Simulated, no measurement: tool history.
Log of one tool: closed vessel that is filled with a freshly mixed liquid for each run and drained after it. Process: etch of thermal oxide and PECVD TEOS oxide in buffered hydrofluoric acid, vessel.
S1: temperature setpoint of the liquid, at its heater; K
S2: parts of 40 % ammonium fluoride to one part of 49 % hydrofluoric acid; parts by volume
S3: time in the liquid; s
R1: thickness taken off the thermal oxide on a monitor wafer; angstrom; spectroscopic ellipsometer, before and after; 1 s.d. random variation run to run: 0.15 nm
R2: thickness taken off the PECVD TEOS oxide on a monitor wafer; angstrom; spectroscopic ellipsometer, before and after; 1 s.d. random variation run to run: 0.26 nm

run,hour,S1,S2,S3,R1,R2
1,0,295.15,22.5,60,276.95,523.5
2,4.8,296.65,22.5,60,298.95,563.35
3,9,295.65,23,60,282.04,522.2
4,15.4,294.65,23.5,60,260.52,488.85
5,24,297.15,23.5,60,300.03,566.92
6,25.3,297.15,28,60,269.57,495.69
7,32.4,296.15,28,60,255.23,473.44
8,33.6,295.15,28,60,239.99,445
9,35.2,294.65,28,60,235.42,431.23
10,39.6,294.15,28,60,223.82,425.34
11,42.8,293.65,28.5,60,215.04,404.13

Forecast run 12:
12,45.1,293.65,28.5,60,?,?

{"run 12": {"R1": 220.69, "R2": 403.04}}
